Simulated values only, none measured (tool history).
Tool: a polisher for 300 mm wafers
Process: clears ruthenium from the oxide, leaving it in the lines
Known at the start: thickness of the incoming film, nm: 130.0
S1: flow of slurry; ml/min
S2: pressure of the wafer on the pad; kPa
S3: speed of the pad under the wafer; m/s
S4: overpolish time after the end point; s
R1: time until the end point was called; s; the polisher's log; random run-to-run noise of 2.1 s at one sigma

run 1 day=0.000 | S1=245 S2=9.7 S3=1.18 S4=7 | R1=145.36
run 2 day=0.246 | S1=245 S2=9.7 S3=1.46 S4=7 | R1=118.12
run 3 day=0.471 | S1=245 S2=9.7 S3=1.66 S4=7 | R1=103.55
run 4 day=0.579 | S1=245 S2=9.0 S3=1.64 S4=7 | R1=113.31
run 5 day=0.871 | S1=245 S2=8.3 S3=1.62 S4=7 | R1=124.84
run 6 day=0.929 | S1=245 S2=7.6 S3=1.62 S4=7 | R1=135.41
run 7 day=1.008 | S1=245 S2=6.9 S3=1.62 S4=7 | R1=145.90
run 8 day=1.138 | S1=245 S2=6.2 S3=1.62 S4=7 | R1=163.76

Run 9 has not been measured yet. What should we expect?
run 9 day=1.275 | S1=245 S2=6.2 S3=1.62 S4=7 | R1=?

R1: 162.45 s
